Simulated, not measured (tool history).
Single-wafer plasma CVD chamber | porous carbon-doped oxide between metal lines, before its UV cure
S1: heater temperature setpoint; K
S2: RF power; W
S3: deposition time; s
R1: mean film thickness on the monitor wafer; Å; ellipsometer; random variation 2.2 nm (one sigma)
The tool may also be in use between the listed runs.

{"run": 1, "hour": 0.0, "S1": 553.15, "S2": 655, "S3": 58.9, "R1": 4263.3}
{"run": 2, "hour": 7.6, "S1": 553.15, "S2": 735, "S3": 58.9, "R1": 4463.3}
{"run": 3, "hour": 10.4, "S1": 551.15, "S2": 740, "S3": 58.9, "R1": 4530.6}
{"run": 4, "hour": 16.2, "S1": 557.15, "S2": 740, "S3": 58.9, "R1": 4336.4}
{"run": 5, "hour": 20.6, "S1": 557.15, "S2": 740, "S3": 58.9, "R1": 4317.6}
{"run": 6, "hour": 24.0, "S1": 552.15, "S2": 740, "S3": 58.9, "R1": 4475.4}

The next listed run, before its measurement:
{"run": 7, "hour": 30.2, "S1": 550.15, "S2": 745, "S3": 58.9, "R1": "?"}

{"run 7": {"R1": 4572.3}}

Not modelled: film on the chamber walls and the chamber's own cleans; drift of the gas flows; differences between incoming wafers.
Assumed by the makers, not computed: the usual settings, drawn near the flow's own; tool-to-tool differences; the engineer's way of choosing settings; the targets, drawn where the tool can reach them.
